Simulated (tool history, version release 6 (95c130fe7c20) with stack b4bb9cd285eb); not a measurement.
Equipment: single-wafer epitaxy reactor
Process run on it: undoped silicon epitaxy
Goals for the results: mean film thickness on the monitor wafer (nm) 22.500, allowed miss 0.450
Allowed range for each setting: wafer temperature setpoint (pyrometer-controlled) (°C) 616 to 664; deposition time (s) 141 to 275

run,day,wafer temperature setpoint (pyrometer-controlled) (°C),deposition time (s),mean film thickness on the monitor wafer (nm)
1,0.000,640,208,29.589
2,0.158,648,208,34.521
3,0.362,644,208,31.975
4,0.729,644,195,29.979
5,0.867,644,214,33.005
6,1.179,640,214,30.342
7,1.517,637,214,28.563
8,1.621,637,214,28.782

Which one of the following 5 next-run settings gets every result inside its allowed miss? There is exactly one.
A,1.725,651,238,?
B,1.725,643,236,?
C,1.725,626,210,?
D,1.725,648,236,?
E,1.725,647,208,?

move,mean film thickness on the monitor wafer (nm)
A,42.109
B,35.607
C,22.395
D,39.346
E,33.995
A: moves away from the targets compared with the last run
B: moves away from the targets compared with the last run
C: every result lands within tolerance
D: moves away from the targets compared with the last run
E: moves away from the targets compared with the last run
Go with C: it meets all targets.

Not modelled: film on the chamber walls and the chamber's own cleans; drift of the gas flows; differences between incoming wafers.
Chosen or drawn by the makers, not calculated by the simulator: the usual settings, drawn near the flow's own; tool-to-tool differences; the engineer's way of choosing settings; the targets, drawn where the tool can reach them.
